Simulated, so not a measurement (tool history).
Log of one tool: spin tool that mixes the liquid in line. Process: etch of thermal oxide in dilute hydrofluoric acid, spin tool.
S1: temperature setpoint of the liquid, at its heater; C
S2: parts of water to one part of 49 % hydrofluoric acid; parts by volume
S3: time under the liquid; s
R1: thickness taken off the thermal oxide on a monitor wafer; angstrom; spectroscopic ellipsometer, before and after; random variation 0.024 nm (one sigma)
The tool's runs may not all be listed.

Run 1, day 0.000: S1 23.0 C, S2 50 parts by volume, S3 40 s. Result: R1 36.256 angstrom.
Run 2, day 0.083: S1 24.5 C, S2 50 parts by volume, S3 40 s. Result: R1 39.476 angstrom.
Run 3, day 0.112: S1 24.5 C, S2 50 parts by volume, S3 40 s. Result: R1 39.649 angstrom.
Run 4, day 0.304: S1 24.5 C, S2 65 parts by volume, S3 40 s. Result: R1 29.765 angstrom.
Run 5, day 0.529: S1 24.5 C, S2 65 parts by volume, S3 20 s. Result: R1 14.867 angstrom.
Run 6, day 0.712: S1 24.5 C, S2 65 parts by volume, S3 20 s. Result: R1 14.915 angstrom.
Run 7, day 1.075: S1 26.0 C, S2 65 parts by volume, S3 20 s. Result: R1 15.855 angstrom.
Run 8, day 1.117: S1 24.5 C, S2 65 parts by volume, S3 20 s. Result: R1 14.829 angstrom.
Run 9, day 1.225: S1 24.5 C, S2 65 parts by volume, S3 20 s. Result: R1 14.886 angstrom.
Run 10, day 1.333: S1 28.5 C, S2 50 parts by volume, S3 20 s. Result: R1 23.084 angstrom.
Run 11, day 1.650: S1 28.0 C, S2 50 parts by volume, S3 20 s. Result: R1 22.781 angstrom.
Run 12, day 1.992: S1 27.5 C, S2 50 parts by volume, S3 20 s. Result: R1 22.043 angstrom.
Run 13, day 2.046: S1 27.5 C, S2 50 parts by volume, S3 20 s. Result: R1 21.937 angstrom.
Run 14, day 2.421: S1 27.0 C, S2 50 parts by volume, S3 20 s. Result: R1 21.786 angstrom.
Run 15, day 2.575: S1 26.0 C, S2 50 parts by volume, S3 20 s. Result: R1 21.070 angstrom.

Run 16 comes next. What will it give?
Run 16, day 2.667: S1 26.0 C, S2 45 parts by volume, S3 20 s. Result: R1 ?.

{"run 16": {"R1": 23.377}}
